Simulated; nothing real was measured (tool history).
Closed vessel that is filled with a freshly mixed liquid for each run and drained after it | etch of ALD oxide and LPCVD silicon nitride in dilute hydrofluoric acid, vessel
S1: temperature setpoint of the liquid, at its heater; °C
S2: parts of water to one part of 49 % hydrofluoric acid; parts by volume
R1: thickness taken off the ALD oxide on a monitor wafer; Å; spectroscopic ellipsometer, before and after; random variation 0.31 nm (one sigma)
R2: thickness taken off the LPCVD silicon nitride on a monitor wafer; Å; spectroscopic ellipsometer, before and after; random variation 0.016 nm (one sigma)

run 1 hour=0 | S1=25 S2=150 time_in_the_liquid_(s)=390 | R1=637.08 R2=18.046
run 2 hour=3.8 | S1=25 S2=180 time_in_the_liquid_(s)=390 | R1=511.39 R2=15.158
run 3 hour=4.4 | S1=23.5 S2=180 time_in_the_liquid_(s)=390 | R1=491.74 R2=13.806
run 4 hour=9.8 | S1=23.5 S2=180 time_in_the_liquid_(s)=490 | R1=602.14 R2=17.19
run 5 hour=16.7 | S1=21.5 S2=180 time_in_the_liquid_(s)=490 | R1=563.33 R2=15.387
run 6 hour=17.6 | S1=21.5 S2=150 time_in_the_liquid_(s)=490 | R1=711.57 R2=18.85
run 7 hour=21 | S1=22 S2=170 time_in_the_liquid_(s)=495 | R1=621.78 R2=17.103
-- hour=25.7 hydrofluoric acid flow meter replaced
run 8 hour=25.7 | S1=22 S2=185 time_in_the_liquid_(s)=505 | R1=514.4 R2=14.774
run 9 hour=28.8 | S1=22 S2=195 time_in_the_liquid_(s)=525 | R1=503.91 R2=14.415
run 10 hour=32.2 | S1=22 S2=205 time_in_the_liquid_(s)=535 | R1=483.76 R2=14.122

The next listed run, before its measurement:
run 11 hour=33.4 | S1=22 S2=215 time_in_the_liquid_(s)=545 | R1=? R2=?

For run 11 the tool returned R1 462.17 Å, R2 13.628 Å.
